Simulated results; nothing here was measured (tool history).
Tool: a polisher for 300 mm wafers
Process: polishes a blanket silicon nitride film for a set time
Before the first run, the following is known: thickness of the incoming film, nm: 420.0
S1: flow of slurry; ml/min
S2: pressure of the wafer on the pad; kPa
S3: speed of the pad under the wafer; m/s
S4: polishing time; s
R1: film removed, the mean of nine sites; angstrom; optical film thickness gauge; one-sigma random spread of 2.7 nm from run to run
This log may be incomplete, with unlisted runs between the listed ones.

Run 1, hour 0: S1 315 ml/min, S2 24.8 kPa, S3 1.4 m/s, S4 79 s. Result: R1 2116.9 angstrom.
Run 2, hour 6.5: S1 315 ml/min, S2 24.8 kPa, S3 1.26 m/s, S4 79 s. Result: R1 1944.2 angstrom.
Run 3, hour 10: S1 315 ml/min, S2 25.5 kPa, S3 1.26 m/s, S4 79 s. Result: R1 1934.5 angstrom.
Run 4, hour 14.9: S1 315 ml/min, S2 25.5 kPa, S3 1 m/s, S4 79 s. Result: R1 1759.1 angstrom.
Run 5, hour 17.1: S1 315 ml/min, S2 26.9 kPa, S3 1 m/s, S4 79 s. Result: R1 1812.1 angstrom.
Run 6, hour 21.6: S1 380 ml/min, S2 26.9 kPa, S3 1 m/s, S4 79 s. Result: R1 1841.2 angstrom.

What will run 7 give?
Run 7, hour 30: S1 380 ml/min, S2 28.3 kPa, S3 1 m/s, S4 79 s. Result: R1 ?.

For run 7 the tool returned R1 1933.3 angstrom.
